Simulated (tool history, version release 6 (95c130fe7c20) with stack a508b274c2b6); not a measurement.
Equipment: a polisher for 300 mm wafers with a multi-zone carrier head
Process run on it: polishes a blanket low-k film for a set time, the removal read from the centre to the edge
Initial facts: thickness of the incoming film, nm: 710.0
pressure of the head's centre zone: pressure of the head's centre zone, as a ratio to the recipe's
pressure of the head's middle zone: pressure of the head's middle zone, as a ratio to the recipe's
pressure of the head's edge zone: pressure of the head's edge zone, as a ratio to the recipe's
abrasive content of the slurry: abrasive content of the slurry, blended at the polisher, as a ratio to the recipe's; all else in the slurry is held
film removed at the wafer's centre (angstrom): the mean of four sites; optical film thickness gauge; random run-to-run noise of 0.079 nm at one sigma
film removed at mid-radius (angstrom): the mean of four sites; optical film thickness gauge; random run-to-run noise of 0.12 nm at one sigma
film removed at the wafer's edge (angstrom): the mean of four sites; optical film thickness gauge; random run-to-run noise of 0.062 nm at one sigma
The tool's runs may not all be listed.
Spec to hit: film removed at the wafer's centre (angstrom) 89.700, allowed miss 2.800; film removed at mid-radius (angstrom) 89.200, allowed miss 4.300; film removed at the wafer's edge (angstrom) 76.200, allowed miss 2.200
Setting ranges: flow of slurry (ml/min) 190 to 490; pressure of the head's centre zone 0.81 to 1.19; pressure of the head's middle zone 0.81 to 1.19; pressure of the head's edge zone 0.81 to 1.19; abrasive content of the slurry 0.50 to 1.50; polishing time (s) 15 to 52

run,hour,flow of slurry (ml/min),pressure of the head's centre zone,pressure of the head's middle zone,pressure of the head's edge zone,abrasive content of the slurry,polishing time (s),film removed at the wafer's centre (angstrom),film removed at mid-radius (angstrom),film removed at the wafer's edge (angstrom)
1,0.0,315,1.00,1.00,1.00,1.00,33,97.722,98.688,96.857
2,4.7,315,1.02,1.01,0.96,0.90,33,95.408,94.765,90.115
3,7.2,275,1.02,1.01,0.96,0.90,33,93.849,95.433,90.077
4,10.6,275,1.02,1.01,0.93,0.90,33,95.027,94.643,88.292
5,17.1,275,0.94,1.01,0.93,0.90,33,86.291,96.058,88.030
6,18.4,275,0.94,1.01,0.93,0.90,28,72.866,79.450,76.089
7,21.7,280,0.98,1.04,0.92,0.90,28,75.982,82.723,75.630
8,23.0,285,1.01,1.05,0.91,0.90,28,77.716,81.790,74.430
9,30.0,285,1.04,1.07,0.91,0.90,28,82.323,82.040,74.206
10,31.0,285,1.05,1.09,0.91,0.90,28,82.662,84.386,73.841

Which single option among these 4 for the next run brings every result within its allowed miss of target? Just one does.
A,32.0,310,1.00,0.99,0.96,0.85,28,?,?,?
B,32.0,280,0.92,1.12,0.92,0.75,31,?,?,?
C,32.0,285,1.16,1.09,0.81,0.50,42,?,?,?
D,32.0,190,1.09,1.08,0.85,0.90,30,?,?,?

move,film removed at the wafer's centre (angstrom),film removed at mid-radius (angstrom),film removed at the wafer's edge (angstrom)
A,77.551,75.128,73.612
B,72.852,85.291,74.062
C,94.001,85.036,72.456
D,89.783,86.135,75.737
A: misses by more than the last run did
B: misses by more than the last run did
C: takes the result that was furthest off past its target
D: all results land within tolerance of their targets
Go with D: it meets all targets.
